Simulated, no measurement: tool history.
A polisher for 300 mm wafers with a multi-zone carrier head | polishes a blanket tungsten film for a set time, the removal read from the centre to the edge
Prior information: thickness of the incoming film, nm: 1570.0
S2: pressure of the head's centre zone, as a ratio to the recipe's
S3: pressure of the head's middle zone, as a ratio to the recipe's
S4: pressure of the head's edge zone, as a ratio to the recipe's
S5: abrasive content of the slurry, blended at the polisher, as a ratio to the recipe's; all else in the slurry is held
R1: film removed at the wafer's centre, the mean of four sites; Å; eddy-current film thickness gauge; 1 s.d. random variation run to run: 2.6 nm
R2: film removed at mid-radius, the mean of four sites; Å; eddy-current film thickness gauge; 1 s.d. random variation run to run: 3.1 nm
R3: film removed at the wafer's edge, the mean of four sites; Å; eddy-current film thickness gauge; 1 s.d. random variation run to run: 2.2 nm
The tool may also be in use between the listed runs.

Run 1, day 0: flow of slurry (ml/min) 320, S2 1, S3 1, S4 1, S5 1, polishing time (s) 31. Result: R1 1731.8 Å, R2 1736.6 Å, R3 1716.6 Å.
Run 2, day 0.108: flow of slurry (ml/min) 320, S2 1.02, S3 1.01, S4 1.02, S5 1.1, polishing time (s) 32. Result: R1 1850.5 Å, R2 1836.1 Å, R3 1844.3 Å.
Run 3, day 0.175: flow of slurry (ml/min) 320, S2 1.02, S3 1.01, S4 1.07, S5 1.1, polishing time (s) 32. Result: R1 1830.9 Å, R2 1863.5 Å, R3 1886.8 Å.
Run 4, day 0.35: flow of slurry (ml/min) 325, S2 1.05, S3 1.02, S4 1.08, S5 1.2, polishing time (s) 33. Result: R1 1970.9 Å, R2 1963.7 Å, R3 2011 Å.
Run 5, day 0.671: flow of slurry (ml/min) 330, S2 1.08, S3 1.03, S4 1.08, S5 1.25, polishing time (s) 34. Result: R1 2104.6 Å, R2 2097 Å, R3 2057.9 Å.
Run 6, day 0.962: flow of slurry (ml/min) 330, S2 1.1, S3 1.02, S4 1.09, S5 1.3, polishing time (s) 34. Result: R1 2165.3 Å, R2 2103.8 Å, R3 2111.6 Å.
Run 7, day 1.304: flow of slurry (ml/min) 335, S2 1.12, S3 1.01, S4 1.09, S5 1.35, polishing time (s) 34. Result: R1 2164.5 Å, R2 2092.7 Å, R3 2146.4 Å.
Run 8, day 1.388: flow of slurry (ml/min) 335, S2 1.13, S3 1, S4 1.08, S5 1.35, polishing time (s) 35. Result: R1 2284 Å, R2 2170.5 Å, R3 2216.7 Å.
Run 9, day 1.65: flow of slurry (ml/min) 335, S2 1.14, S3 0.99, S4 1.07, S5 1.35, polishing time (s) 35. Result: R1 2277 Å, R2 2123.9 Å, R3 2212.1 Å.

Run 10 comes next. What will it give?
Run 10, day 1.938: flow of slurry (ml/min) 335, S2 1.15, S3 0.99, S4 1.06, S5 1.35, polishing time (s) 35. Result: R1 ?, R2 ?, R3 ?.

{"run 10": {"R1": 2289.8, "R2": 2076, "R3": 2202.3}}
